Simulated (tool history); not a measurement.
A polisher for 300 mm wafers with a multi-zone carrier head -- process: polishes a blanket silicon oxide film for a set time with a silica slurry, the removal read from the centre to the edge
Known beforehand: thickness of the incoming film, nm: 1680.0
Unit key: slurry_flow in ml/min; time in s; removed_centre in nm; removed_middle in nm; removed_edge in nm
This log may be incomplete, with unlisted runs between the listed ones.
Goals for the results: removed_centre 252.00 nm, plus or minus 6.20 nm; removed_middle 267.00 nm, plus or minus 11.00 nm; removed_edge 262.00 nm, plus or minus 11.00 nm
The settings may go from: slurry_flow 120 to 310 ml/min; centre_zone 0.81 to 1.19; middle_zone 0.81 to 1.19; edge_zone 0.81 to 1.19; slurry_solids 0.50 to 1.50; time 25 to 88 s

run  hour  slurry_flow  centre_zone  middle_zone  edge_zone  slurry_solids  time  removed_centre  removed_middle  removed_edge
  1   0.0          200         1.00         1.00       1.00           1.00    56          289.78          274.52        285.35
  2   4.5          200         1.00         1.00       1.00           0.85    56          261.32          254.83        256.33
  3  11.1          200         0.99         1.01       1.01           0.85    56          258.75          260.10        260.34
  4  16.9          200         0.99         1.01       1.01           0.65    56          224.34          219.90        221.64
  5  21.5          200         1.05         1.01       1.01           0.65    56          236.03          220.78        214.73
  6  22.5          200         1.05         1.01       1.01           0.65    66          278.63          265.48        260.37
  7  24.5          190         1.03         1.02       1.01           0.65    66          270.32          265.01        259.98
  8  32.7          190         1.03         1.02       1.01           0.65    66          273.28          255.54        254.98
  9  39.0          190         1.01         1.03       1.01           0.65    66          265.68          258.75        260.29

Of the 5 settings listed for the next run, only one would bring every result within its allowed miss of target. Which one?
  A  45.3          230         1.02         1.14       1.01           0.55    68               ?               ?             ?
  B  45.3          260         0.94         1.17       1.01           0.60    68               ?               ?             ?
  C  45.3          180         1.05         1.00       1.01           0.70    63               ?               ?             ?
  D  45.3          150         0.97         1.03       0.96           0.60    74               ?               ?             ?
  E  45.3          220         0.94         1.05       1.03           0.60    69               ?               ?             ?

move  removed_centre  removed_middle  removed_edge
   A          254.29          261.45        240.40
   B          254.23          287.54        257.53
   C          274.77          247.04        256.34
   D          265.15          263.51        261.67
   E          252.91          261.42        260.91
A: brings the result that was furthest off to its target, and leaves another outside
B: brings the result that was furthest off to its target, and leaves another outside
C: moves away from the targets compared with the last run
D: no better and no worse than the last run
E: every result lands within tolerance
Go with E: it meets all targets.

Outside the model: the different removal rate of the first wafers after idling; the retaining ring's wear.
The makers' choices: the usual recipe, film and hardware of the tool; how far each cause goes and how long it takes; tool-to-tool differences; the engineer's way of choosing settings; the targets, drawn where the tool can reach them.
